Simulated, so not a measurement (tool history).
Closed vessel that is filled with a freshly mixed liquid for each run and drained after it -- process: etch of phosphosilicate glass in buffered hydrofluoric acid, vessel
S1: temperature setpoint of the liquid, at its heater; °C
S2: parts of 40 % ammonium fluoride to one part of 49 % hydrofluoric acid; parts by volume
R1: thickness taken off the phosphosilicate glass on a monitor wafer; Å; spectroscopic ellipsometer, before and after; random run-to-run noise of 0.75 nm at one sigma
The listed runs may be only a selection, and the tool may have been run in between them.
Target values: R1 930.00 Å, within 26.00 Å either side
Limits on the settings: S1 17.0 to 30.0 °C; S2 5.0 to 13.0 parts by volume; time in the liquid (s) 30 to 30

run 1 hour=0.0 | S1=22.0 S2=8.0 time_in_the_liquid_(s)=30 | R1=1624.90
run 2 hour=6.6 | S1=21.0 S2=8.5 time_in_the_liquid_(s)=30 | R1=1431.30
run 3 hour=11.1 | S1=20.0 S2=9.0 time_in_the_liquid_(s)=30 | R1=1284.00
run 4 hour=12.6 | S1=20.0 S2=10.5 time_in_the_liquid_(s)=30 | R1=1128.30
run 5 hour=18.5 | S1=19.5 S2=10.5 time_in_the_liquid_(s)=30 | R1=1085.40
run 6 hour=23.6 | S1=19.5 S2=10.5 time_in_the_liquid_(s)=30 | R1=1104.50
run 7 hour=25.9 | S1=19.0 S2=10.5 time_in_the_liquid_(s)=30 | R1=1041.20
run 8 hour=30.5 | S1=18.5 S2=10.5 time_in_the_liquid_(s)=30 | R1=1035.70
run 9 hour=33.7 | S1=18.0 S2=10.5 time_in_the_liquid_(s)=30 | R1=998.93

Next run, 4 choices. One meets every target within its allowed miss, the rest don't. Which?
run A hour=36.9 | S1=19.5 S2=12.5 time_in_the_liquid_(s)=30 | R1=?
run B hour=36.9 | S1=17.0 S2=11.5 time_in_the_liquid_(s)=30 | R1=?
run C hour=36.9 | S1=18.5 S2=9.5 time_in_the_liquid_(s)=30 | R1=?
run D hour=36.9 | S1=18.0 S2=10.0 time_in_the_liquid_(s)=30 | R1=?

move=A R1=934.28
move=B R1=879.63
move=C R1=1115.80
move=D R1=1038.80
A: every result within its allowed miss
B: carries the result that was furthest off beyond its target, to the other side
C: misses by more than the last run did
D: misses by more than the last run did
Correct choice: A, which meets every target
